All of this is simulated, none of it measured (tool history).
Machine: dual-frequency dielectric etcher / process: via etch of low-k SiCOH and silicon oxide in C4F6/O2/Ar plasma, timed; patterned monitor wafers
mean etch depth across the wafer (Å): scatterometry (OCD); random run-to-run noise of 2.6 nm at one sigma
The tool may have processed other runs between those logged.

| run | hour | source power (W) | bias power (W) | etch time (s) | mean etch depth across the wafer (Å) |
|---|---|---|---|---|---|
| 1 | 0.0 | 470 | 206 | 102.0 | 3347.6 |
| 2 | 1.8 | 520 | 212 | 102.0 | 3484.9 |
| 3 | 7.7 | 550 | 221 | 102.5 | 3614.0 |
| 4 | 13.0 | 580 | 221 | 102.5 | 3698.2 |
| 5 | 15.0 | 600 | 225 | 102.5 | 3777.8 |
| 6 | 19.4 | 600 | 225 | 102.0 | 3742.9 |
| 7 | 22.0 | 610 | 229 | 102.0 | 3849.9 |

Expected results for the next run?
| 8 | 24.7 | 620 | 230 | 102.0 | ? |

mean etch depth across the wafer (Å): 3850.9
